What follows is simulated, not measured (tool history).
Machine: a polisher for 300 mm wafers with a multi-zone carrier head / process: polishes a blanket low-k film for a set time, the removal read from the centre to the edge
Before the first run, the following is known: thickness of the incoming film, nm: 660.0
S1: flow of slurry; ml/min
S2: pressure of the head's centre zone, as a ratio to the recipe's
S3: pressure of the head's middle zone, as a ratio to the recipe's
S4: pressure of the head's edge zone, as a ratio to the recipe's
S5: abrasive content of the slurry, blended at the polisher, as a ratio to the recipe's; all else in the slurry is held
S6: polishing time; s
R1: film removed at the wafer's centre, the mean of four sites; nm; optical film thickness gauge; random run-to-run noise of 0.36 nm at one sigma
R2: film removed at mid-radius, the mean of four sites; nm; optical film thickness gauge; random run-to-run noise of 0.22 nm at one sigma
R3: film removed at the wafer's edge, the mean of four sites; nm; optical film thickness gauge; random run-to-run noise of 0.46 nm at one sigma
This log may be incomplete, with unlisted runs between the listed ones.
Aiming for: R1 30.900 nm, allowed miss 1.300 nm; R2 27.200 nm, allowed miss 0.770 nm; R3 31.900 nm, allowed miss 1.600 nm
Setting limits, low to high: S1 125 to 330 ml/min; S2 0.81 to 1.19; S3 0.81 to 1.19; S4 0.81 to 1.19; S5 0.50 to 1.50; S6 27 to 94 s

run 1 hour=0.0 | S1=210 S2=1.00 S3=1.00 S4=1.00 S5=1.00 S6=60 | R1=31.524 R2=30.493 R3=31.481
run 2 hour=4.6 | S1=200 S2=1.00 S3=0.98 S4=1.01 S5=1.00 S6=60 | R1=31.629 R2=29.971 R3=31.640
run 3 hour=10.8 | S1=200 S2=1.00 S3=0.98 S4=1.01 S5=1.10 S6=60 | R1=32.878 R2=30.931 R3=32.855
run 4 hour=16.8 | S1=230 S2=1.00 S3=0.98 S4=1.01 S5=1.10 S6=60 | R1=33.040 R2=31.640 R3=32.513
run 5 hour=19.9 | S1=250 S2=1.00 S3=0.98 S4=1.01 S5=1.10 S6=60 | R1=33.091 R2=31.768 R3=33.429
run 6 hour=21.7 | S1=220 S2=1.00 S3=0.98 S4=1.01 S5=1.10 S6=60 | R1=33.143 R2=31.555 R3=33.007
run 7 hour=22.3 | S1=220 S2=0.99 S3=0.95 S4=1.01 S5=1.10 S6=60 | R1=32.664 R2=30.740 R3=33.671
run 8 hour=27.5 | S1=220 S2=0.99 S3=0.94 S4=1.00 S5=1.05 S6=60 | R1=32.120 R2=30.459 R3=32.311
run 9 hour=32.5 | S1=215 S2=0.99 S3=0.92 S4=1.01 S5=1.05 S6=60 | R1=32.164 R2=29.350 R3=32.700
run 10 hour=37.2 | S1=215 S2=0.99 S3=0.92 S4=1.01 S5=1.05 S6=60 | R1=31.482 R2=29.712 R3=31.807
run 11 hour=44.3 | S1=210 S2=0.99 S3=0.90 S4=1.03 S5=1.05 S6=60 | R1=31.945 R2=29.084 R3=31.471

Which of these 5 next moves meets every target?
run A hour=51.4 | S1=145 S2=0.95 S3=0.82 S4=0.85 S5=1.20 S6=61 | R1=? R2=? R3=?
run B hour=51.4 | S1=135 S2=1.01 S3=0.83 S4=1.02 S5=1.50 S6=61 | R1=? R2=? R3=?
run C hour=51.4 | S1=190 S2=0.87 S3=0.81 S4=0.99 S5=1.20 S6=64 | R1=? R2=? R3=?
run D hour=51.4 | S1=205 S2=1.09 S3=0.89 S4=0.97 S5=1.30 S6=55 | R1=? R2=? R3=?
run E hour=51.4 | S1=170 S2=0.95 S3=0.81 S4=0.96 S5=1.25 S6=63 | R1=? R2=? R3=?

move=A R1=30.948 R2=27.235 R3=31.538
move=B R1=35.184 R2=29.441 R3=35.712
move=C R1=31.308 R2=29.643 R3=35.731
move=D R1=35.282 R2=28.669 R3=31.704
move=E R1=33.545 R2=29.117 R3=34.959
A: in spec on every target
B: lands further from the targets than the last run did
C: lands further from the targets than the last run did
D: lands further from the targets than the last run did
E: about the same distance from the targets as the last run
Go with A: it meets all targets.

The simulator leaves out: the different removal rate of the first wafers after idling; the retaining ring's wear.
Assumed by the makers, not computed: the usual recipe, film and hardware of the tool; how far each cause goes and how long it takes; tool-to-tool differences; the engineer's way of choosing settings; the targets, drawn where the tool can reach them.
